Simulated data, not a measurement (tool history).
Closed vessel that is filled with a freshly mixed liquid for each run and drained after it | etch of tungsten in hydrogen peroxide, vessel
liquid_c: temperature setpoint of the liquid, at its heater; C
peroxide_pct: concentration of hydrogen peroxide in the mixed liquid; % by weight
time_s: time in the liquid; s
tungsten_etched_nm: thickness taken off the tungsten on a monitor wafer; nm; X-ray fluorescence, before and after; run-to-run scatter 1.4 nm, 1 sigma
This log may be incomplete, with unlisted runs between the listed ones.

run,hour,liquid_c,peroxide_pct,time_s,tungsten_etched_nm
1,0,45,23.5,30,69.818
2,4.9,47,23.5,30,78.837
3,12.7,48.5,23.5,30,87.463
4,20.4,49.5,23.5,30,90.759
5,27.9,49.5,23.5,30,91.918
6,36.7,50.5,23.5,30,97.366
7,44.7,51.5,23.5,30,103.27
8,52.2,52.5,23.5,30,108.98
9,59.4,53.5,23.5,30,117.02
10,66.9,54,23.5,30,121.02
11,71.2,54.5,23.5,30,124.25

Estimate the outcome of run 12 from the log above:
12,73.7,55,23.5,30,?

Run 12 came out at tungsten_etched_nm 126.82 nm.
